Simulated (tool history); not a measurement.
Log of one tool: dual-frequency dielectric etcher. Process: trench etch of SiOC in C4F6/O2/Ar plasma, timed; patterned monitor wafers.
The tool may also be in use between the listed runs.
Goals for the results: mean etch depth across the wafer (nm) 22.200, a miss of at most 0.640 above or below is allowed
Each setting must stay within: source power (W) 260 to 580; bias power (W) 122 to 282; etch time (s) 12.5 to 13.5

| run | hour | source power (W) | bias power (W) | etch time (s) | mean etch depth across the wafer (nm) |
|---|---|---|---|---|---|
| 1 | 0.0 | 420 | 202 | 13.5 | 29.811 |
| 2 | 6.6 | 420 | 202 | 12.5 | 27.364 |
| 3 | 14.1 | 390 | 192 | 12.5 | 26.207 |
| 4 | 18.8 | 390 | 192 | 13.5 | 28.034 |
| 5 | 21.8 | 370 | 180 | 13.5 | 26.660 |
| 6 | 25.7 | 340 | 180 | 13.5 | 25.676 |
| 7 | 27.1 | 270 | 144 | 12.5 | 19.235 |
| 8 | 34.3 | 290 | 145 | 12.5 | 20.097 |
| 9 | 39.6 | 300 | 146 | 12.5 | 20.637 |
| 10 | 47.2 | 300 | 146 | 12.5 | 20.495 |
| 11 | 54.3 | 310 | 147 | 12.5 | 20.953 |
| 12 | 57.6 | 360 | 155 | 12.5 | 23.309 |
| 13 | 64.9 | 350 | 154 | 12.5 | 23.014 |

Next run, 4 choices. One meets every target within its allowed miss, the rest don't. Which?
| A | 72.2 | 360 | 154 | 12.5 | ? |
| B | 72.2 | 330 | 128 | 12.5 | ? |
| C | 72.2 | 370 | 124 | 12.5 | ? |
| D | 72.2 | 320 | 172 | 13.0 | ? |

| move | mean etch depth across the wafer (nm) |
|---|---|
| A | 23.235 |
| B | 20.891 |
| C | 22.087 |
| D | 23.412 |
A: moves away from the targets compared with the last run
B: carries the result that was furthest off beyond its target, to the other side
C: in spec on every target
D: moves away from the targets compared with the last run
So the answer is move C, the one that meets all the targets.
